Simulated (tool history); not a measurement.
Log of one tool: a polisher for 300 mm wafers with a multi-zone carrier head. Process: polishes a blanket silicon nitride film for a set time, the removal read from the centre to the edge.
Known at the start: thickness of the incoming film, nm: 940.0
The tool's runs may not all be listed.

run  hour  flow of slurry (ml/min)  pressure of the head's centre zone  pressure of the head's middle zone  pressure of the head's edge zone  polishing time (s)  film removed at the wafer's centre (angstrom)  film removed at mid-radius (angstrom)  film removed at the wafer's edge (angstrom)
  1   0.0                      255                                1.00                                1.00                              1.00                  71                                         1838.7                                 1830.0                                       1824.9
  2   6.9                      255                                1.03                                1.00                              1.00                  71                                         1838.0                                 1852.1                                       1803.3
  3   8.3                      250                                1.01                                1.03                              0.99                  70                                         1782.7                                 1857.5                                       1804.0
  4  14.4                      255                                1.01                                1.05                              0.96                  70                                         1774.2                                 1873.7                                       1779.6
  5  17.8                      260                                1.01                                1.07                              0.93                  70                                         1796.5                                 1930.7                                       1732.0
     23.9  -- worn pad replaced by a new one
  6  23.9                      215                                1.01                                1.07                              0.93                  70                                         1961.4                                 2110.4                                       1879.9

Forecast run 7:
  7  27.7                      230                                1.00                                1.08                              0.93                  70                                              ?                                      ?                                            ?

Run 7 gave film removed at the wafer's centre (angstrom) 1959.6, film removed at mid-radius (angstrom) 2138.6, film removed at the wafer's edge (angstrom) 1934.1.
